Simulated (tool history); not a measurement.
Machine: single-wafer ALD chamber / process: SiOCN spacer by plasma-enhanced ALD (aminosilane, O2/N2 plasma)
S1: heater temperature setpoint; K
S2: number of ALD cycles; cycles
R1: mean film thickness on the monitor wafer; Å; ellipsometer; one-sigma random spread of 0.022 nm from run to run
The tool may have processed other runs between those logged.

Run 1, hour 0: S1 688.15 K, S2 106 cycles. Result: R1 61.433 Å.
Run 2, hour 7.3: S1 688.15 K, S2 118 cycles. Result: R1 68.329 Å.
Run 3, hour 12.6: S1 698.15 K, S2 118 cycles. Result: R1 66.218 Å.
Run 4, hour 17.3: S1 698.15 K, S2 108 cycles. Result: R1 60.567 Å.
Run 5, hour 24.4: S1 696.15 K, S2 110 cycles. Result: R1 62.096 Å.
Run 6, hour 25.5: S1 696.15 K, S2 104 cycles. Result: R1 58.605 Å.
Run 7, hour 30.5: S1 694.15 K, S2 107 cycles. Result: R1 61.292 Å.
Run 8, hour 34.8: S1 692.15 K, S2 109 cycles. Result: R1 62.215 Å.

Run 9 has not been measured yet. What should we expect?
Run 9, hour 43.6: S1 691.15 K, S2 111 cycles. Result: R1 ?.

R1: 63.9 Å
